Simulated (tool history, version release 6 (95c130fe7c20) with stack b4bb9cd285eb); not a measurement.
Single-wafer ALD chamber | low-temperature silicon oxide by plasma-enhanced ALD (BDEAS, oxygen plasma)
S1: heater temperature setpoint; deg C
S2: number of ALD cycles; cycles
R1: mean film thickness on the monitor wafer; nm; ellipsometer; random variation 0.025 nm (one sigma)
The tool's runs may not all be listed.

run 1 hour=0.0 | S1=115 S2=51 | R1=7.7013
run 2 hour=8.4 | S1=115 S2=48 | R1=7.2368
run 3 hour=12.1 | S1=115 S2=52 | R1=7.8100
run 4 hour=18.6 | S1=113 S2=53 | R1=8.0369
run 5 hour=19.9 | S1=103 S2=53 | R1=8.1961
run 6 hour=26.8 | S1=112 S2=53 | R1=8.0940
run 7 hour=35.6 | S1=110 S2=54 | R1=8.2244
run 8 hour=38.1 | S1=108 S2=55 | R1=8.3827
-- hour=46.6 thermocouple changed; heater temperature recalibrated
run 9 hour=46.6 | S1=107 S2=56 | R1=8.6821
run 10 hour=52.8 | S1=106 S2=57 | R1=8.8222

The next listed run, before its measurement:
run 11 hour=56.6 | S1=105 S2=58 | R1=?

R1: 8.9781 nm
